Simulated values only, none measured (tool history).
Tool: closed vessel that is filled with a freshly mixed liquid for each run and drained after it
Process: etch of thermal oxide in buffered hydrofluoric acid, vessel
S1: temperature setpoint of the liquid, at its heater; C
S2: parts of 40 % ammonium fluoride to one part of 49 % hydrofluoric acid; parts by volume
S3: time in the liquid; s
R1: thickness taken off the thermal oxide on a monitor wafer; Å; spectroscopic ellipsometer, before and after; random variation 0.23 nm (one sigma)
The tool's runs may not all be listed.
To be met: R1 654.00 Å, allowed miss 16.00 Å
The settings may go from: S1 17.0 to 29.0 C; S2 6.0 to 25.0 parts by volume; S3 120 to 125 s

| run | day | S1 | S2 | S3 | R1 |
|---|---|---|---|---|---|
| 1 | 0.000 | 21.0 | 15.5 | 120 | 734.35 |
| 2 | 0.146 | 21.0 | 15.5 | 125 | 764.67 |
| 3 | 0.308 | 21.0 | 15.5 | 120 | 731.17 |
| 4 | 0.400 | 21.0 | 15.5 | 120 | 735.02 |
|  | 0.588 | hydrofluoric acid flow meter replaced |
| 5 | 0.588 | 23.0 | 15.5 | 120 | 892.41 |
| 6 | 0.675 | 23.0 | 15.5 | 120 | 901.23 |
| 7 | 1.029 | 22.5 | 15.5 | 120 | 875.05 |
| 8 | 1.067 | 22.0 | 15.5 | 120 | 844.41 |
| 9 | 1.433 | 21.5 | 15.5 | 120 | 822.30 |
| 10 | 1.675 | 21.0 | 15.5 | 120 | 799.25 |
| 11 | 2.025 | 20.5 | 15.5 | 120 | 777.44 |

Which of these 4 next moves meets every target?
| A | 2.375 | 20.5 | 18.5 | 120 | ? |
| B | 2.375 | 19.0 | 12.0 | 125 | ? |
| C | 2.375 | 19.0 | 12.5 | 120 | ? |
| D | 2.375 | 19.0 | 15.5 | 120 | ? |

| move | R1 |
|---|---|
| A | 654.17 |
| B | 958.74 |
| C | 884.33 |
| D | 715.91 |
A: meets every target
B: further off than the last run
C: further off than the last run
D: nearer than the last run, and not there yet
Move A is the one to make.

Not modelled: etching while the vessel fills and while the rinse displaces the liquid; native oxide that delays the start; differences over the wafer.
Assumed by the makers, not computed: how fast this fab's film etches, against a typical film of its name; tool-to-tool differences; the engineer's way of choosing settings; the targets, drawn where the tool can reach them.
